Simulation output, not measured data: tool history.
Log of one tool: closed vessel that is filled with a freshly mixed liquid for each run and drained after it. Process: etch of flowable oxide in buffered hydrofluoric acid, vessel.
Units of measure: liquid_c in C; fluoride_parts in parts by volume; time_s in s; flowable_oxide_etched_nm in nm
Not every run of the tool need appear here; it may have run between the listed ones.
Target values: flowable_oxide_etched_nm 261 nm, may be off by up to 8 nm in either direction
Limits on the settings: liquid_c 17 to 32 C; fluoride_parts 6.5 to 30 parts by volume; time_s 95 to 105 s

{"run": 1, "hour": 0.0, "liquid_c": 25, "fluoride_parts": 19.5, "time_s": 95, "flowable_oxide_etched_nm": 157.52}
{"run": 2, "hour": 5.3, "liquid_c": 25, "fluoride_parts": 19.5, "time_s": 95, "flowable_oxide_etched_nm": 157.47}
{"run": 3, "hour": 14.5, "liquid_c": 23.5, "fluoride_parts": 19.5, "time_s": 95, "flowable_oxide_etched_nm": 142.58}
{"run": 4, "hour": 15.8, "liquid_c": 25.5, "fluoride_parts": 19, "time_s": 95, "flowable_oxide_etched_nm": 165.69}
{"run": 5, "hour": 19.8, "liquid_c": 25.5, "fluoride_parts": 19, "time_s": 95, "flowable_oxide_etched_nm": 165.96}
{"hour": 24.5, "done": "thermometer replaced"}
{"run": 6, "hour": 24.5, "liquid_c": 27, "fluoride_parts": 18.5, "time_s": 95, "flowable_oxide_etched_nm": 193.63}
{"run": 7, "hour": 31.7, "liquid_c": 28, "fluoride_parts": 18.5, "time_s": 95, "flowable_oxide_etched_nm": 207.69}
{"run": 8, "hour": 33.2, "liquid_c": 28, "fluoride_parts": 18.5, "time_s": 95, "flowable_oxide_etched_nm": 202.2}
{"run": 9, "hour": 36.8, "liquid_c": 29, "fluoride_parts": 18.5, "time_s": 95, "flowable_oxide_etched_nm": 216.73}

Which single option among these 5 for the next run brings every result within its allowed miss of target? Just one does.
{"run": "A", "hour": 40.4, "liquid_c": 28.5, "fluoride_parts": 16.5, "time_s": 105, "flowable_oxide_etched_nm": "?"}
{"run": "B", "hour": 40.4, "liquid_c": 30, "fluoride_parts": 18.5, "time_s": 100, "flowable_oxide_etched_nm": "?"}
{"run": "C", "hour": 40.4, "liquid_c": 27, "fluoride_parts": 26, "time_s": 105, "flowable_oxide_etched_nm": "?"}
{"run": "D", "hour": 40.4, "liquid_c": 32, "fluoride_parts": 16.5, "time_s": 95, "flowable_oxide_etched_nm": "?"}
{"run": "E", "hour": 40.4, "liquid_c": 28.5, "fluoride_parts": 13, "time_s": 95, "flowable_oxide_etched_nm": "?"}

move=A flowable_oxide_etched_nm=261.68
move=B flowable_oxide_etched_nm=241.12
move=C flowable_oxide_etched_nm=166.96
move=D flowable_oxide_etched_nm=284.57
move=E flowable_oxide_etched_nm=299.09
A: every result within its allowed miss
B: nearer the targets than the last run, but a result is still out of spec
C: lands further from the targets than the last run did
D: takes the biggest miss from the last run beyond its target
E: takes the biggest miss from the last run beyond its target
So the answer is move A, the one that meets all the targets.

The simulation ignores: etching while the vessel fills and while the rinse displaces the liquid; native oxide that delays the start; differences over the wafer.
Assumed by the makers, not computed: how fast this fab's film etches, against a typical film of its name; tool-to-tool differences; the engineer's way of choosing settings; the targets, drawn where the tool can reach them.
